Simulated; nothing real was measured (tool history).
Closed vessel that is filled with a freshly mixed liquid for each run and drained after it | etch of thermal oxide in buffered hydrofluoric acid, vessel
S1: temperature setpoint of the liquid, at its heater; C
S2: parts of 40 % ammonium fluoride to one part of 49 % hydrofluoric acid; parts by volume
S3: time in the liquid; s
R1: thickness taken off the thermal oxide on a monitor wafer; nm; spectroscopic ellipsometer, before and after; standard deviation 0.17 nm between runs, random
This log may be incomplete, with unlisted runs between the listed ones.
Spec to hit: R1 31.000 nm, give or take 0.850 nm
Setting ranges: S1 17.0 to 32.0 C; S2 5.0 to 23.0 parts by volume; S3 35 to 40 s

Run 1, hour 0.0: S1 25.0 C, S2 14.0 parts by volume, S3 40 s. Result: R1 35.684 nm.
Run 2, hour 2.6: S1 24.5 C, S2 14.0 parts by volume, S3 40 s. Result: R1 34.518 nm.
Run 3, hour 9.3: S1 24.0 C, S2 14.0 parts by volume, S3 40 s. Result: R1 33.469 nm.
Run 4, hour 15.2: S1 24.0 C, S2 17.0 parts by volume, S3 40 s. Result: R1 27.856 nm.
Run 5, hour 21.7: S1 24.5 C, S2 17.0 parts by volume, S3 40 s. Result: R1 28.722 nm.
Run 6, hour 30.7: S1 24.5 C, S2 20.5 parts by volume, S3 40 s. Result: R1 24.102 nm.
Run 7, hour 39.3: S1 25.5 C, S2 20.5 parts by volume, S3 40 s. Result: R1 25.305 nm.
Run 8, hour 46.6: S1 26.0 C, S2 20.5 parts by volume, S3 40 s. Result: R1 26.031 nm.
Run 9, hour 52.3: S1 26.5 C, S2 20.5 parts by volume, S3 40 s. Result: R1 27.056 nm.
Run 10, hour 53.1: S1 27.0 C, S2 20.5 parts by volume, S3 40 s. Result: R1 27.621 nm.

Below are 5 possible settings for the next run. Only one of them brings all results inside the allowed miss of their targets. Which is it?
Run A, hour 53.9: S1 27.5 C, S2 19.5 parts by volume, S3 35 s. Result: R1 ?.
Run B, hour 53.9: S1 27.0 C, S2 19.0 parts by volume, S3 40 s. Result: R1 ?.
Run C, hour 53.9: S1 30.0 C, S2 23.0 parts by volume, S3 40 s. Result: R1 ?.
Run D, hour 53.9: S1 26.5 C, S2 20.5 parts by volume, S3 35 s. Result: R1 ?.
Run E, hour 53.9: S1 28.0 C, S2 19.0 parts by volume, S3 40 s. Result: R1 ?.

move      R1
   A  25.792
   B  29.440
   C  29.846
   D  23.440
   E  31.059
A: misses by more than the last run did
B: closes in on the targets versus the last run, not all within tolerance yet
C: closes in on the targets versus the last run, not all within tolerance yet
D: misses by more than the last run did
E: all results land within tolerance of their targets
E meets every target.
